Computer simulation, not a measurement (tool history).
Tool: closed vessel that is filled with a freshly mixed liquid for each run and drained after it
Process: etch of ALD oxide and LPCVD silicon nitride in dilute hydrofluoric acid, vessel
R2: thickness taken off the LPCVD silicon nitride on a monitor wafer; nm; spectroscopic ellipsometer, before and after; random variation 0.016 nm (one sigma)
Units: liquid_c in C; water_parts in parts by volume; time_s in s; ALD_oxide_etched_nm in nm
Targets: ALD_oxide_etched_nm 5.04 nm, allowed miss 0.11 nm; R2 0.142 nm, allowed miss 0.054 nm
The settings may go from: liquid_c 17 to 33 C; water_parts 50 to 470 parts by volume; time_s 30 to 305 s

Run 1, hour 0: liquid_c 25 C, water_parts 260 parts by volume, time_s 155 s. Result: ALD_oxide_etched_nm 10.69 nm, R2 0.31173 nm.
Run 2, hour 3.7: liquid_c 27.5 C, water_parts 260 parts by volume, time_s 155 s. Result: ALD_oxide_etched_nm 11.765 nm, R2 0.3028 nm.
Run 3, hour 5.8: liquid_c 27.5 C, water_parts 210 parts by volume, time_s 155 s. Result: ALD_oxide_etched_nm 15.346 nm, R2 0.49047 nm.
Run 4, hour 7.3: liquid_c 27.5 C, water_parts 210 parts by volume, time_s 205 s. Result: ALD_oxide_etched_nm 20.269 nm, R2 0.62802 nm.
Run 5, hour 9.9: liquid_c 25 C, water_parts 255 parts by volume, time_s 205 s. Result: ALD_oxide_etched_nm 14.521 nm, R2 0.37458 nm.
Run 6, hour 12.1: liquid_c 23.5 C, water_parts 285 parts by volume, time_s 205 s. Result: ALD_oxide_etched_nm 11.991 nm, R2 0.27166 nm.
Run 7, hour 15: liquid_c 20.5 C, water_parts 390 parts by volume, time_s 205 s. Result: ALD_oxide_etched_nm 7.1677 nm, R2 0.19964 nm.
Run 8, hour 18.2: liquid_c 20 C, water_parts 405 parts by volume, time_s 205 s. Result: ALD_oxide_etched_nm 6.7077 nm, R2 0.17535 nm.
Run 9, hour 23.2: liquid_c 19.5 C, water_parts 415 parts by volume, time_s 205 s. Result: ALD_oxide_etched_nm 6.3798 nm, R2 0.19987 nm.

4 next moves are on the table. One of them brings every result within its allowed miss. Which?
Run A, hour 28.2: liquid_c 17 C, water_parts 155 parts by volume, time_s 80 s. Result: ALD_oxide_etched_nm ?, R2 ?.
Run B, hour 28.2: liquid_c 29.5 C, water_parts 455 parts by volume, time_s 185 s. Result: ALD_oxide_etched_nm ?, R2 ?.
Run C, hour 28.2: liquid_c 21 C, water_parts 445 parts by volume, time_s 195 s. Result: ALD_oxide_etched_nm ?, R2 ?.
Run D, hour 28.2: liquid_c 17 C, water_parts 335 parts by volume, time_s 135 s. Result: ALD_oxide_etched_nm ?, R2 ?.

move  ALD_oxide_etched_nm       R2
   A               7.6218  0.15956
   B                 6.99  0.27588
   C               5.8164  0.18232
   D               5.0794  0.12896
A: further off than the last run
B: further off than the last run
C: nearer than the last run, and not there yet
D: meets every target
Move D is the one to make.
